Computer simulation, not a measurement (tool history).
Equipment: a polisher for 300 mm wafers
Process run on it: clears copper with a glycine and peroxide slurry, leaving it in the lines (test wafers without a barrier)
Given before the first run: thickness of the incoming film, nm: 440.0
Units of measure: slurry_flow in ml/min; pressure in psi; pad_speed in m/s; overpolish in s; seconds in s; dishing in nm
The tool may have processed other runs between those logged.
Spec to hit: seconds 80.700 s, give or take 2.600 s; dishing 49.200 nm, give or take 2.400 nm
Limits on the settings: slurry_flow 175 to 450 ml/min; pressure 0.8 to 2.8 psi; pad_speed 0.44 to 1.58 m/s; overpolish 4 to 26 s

run,day,slurry_flow,pressure,pad_speed,overpolish,seconds,dishing
1,0.000,290,1.8,1.00,13,99.827,39.338
2,0.204,315,1.8,1.00,13,98.145,39.238
3,0.312,285,1.8,1.00,13,100.200,39.973
4,0.392,285,1.8,0.90,13,107.890,37.383
5,0.671,285,1.8,0.90,18,106.020,47.579
6,0.950,230,1.8,0.90,18,109.990,47.612
7,1.088,250,1.9,0.90,17,104.540,45.943
8,1.158,265,2.0,0.90,17,100.920,46.632
9,1.262,275,2.1,0.90,17,97.979,49.193
10,1.575,285,2.2,0.90,16,96.719,48.964
11,1.746,280,2.7,0.98,12,76.976,46.253
12,1.950,280,2.7,0.98,12,78.255,46.672

Next run, 5 choices. One meets every target within its allowed miss, the rest don't. Which?
A,2.154,305,2.5,0.88,18,?,?
B,2.154,325,2.4,1.14,11,?,?
C,2.154,325,2.8,1.02,14,?,?
D,2.154,350,2.7,0.88,12,?,?
E,2.154,340,2.7,0.92,14,?,?

move,seconds,dishing
A,88.865,55.596
B,73.987,43.313
C,72.729,53.325
D,83.560,42.585
E,80.825,49.351
A: takes the result that was furthest off past its target
B: the biggest miss grows against the last run
C: takes the result that was furthest off past its target
D: the biggest miss grows against the last run
E: all results land within tolerance of their targets
Answer: E
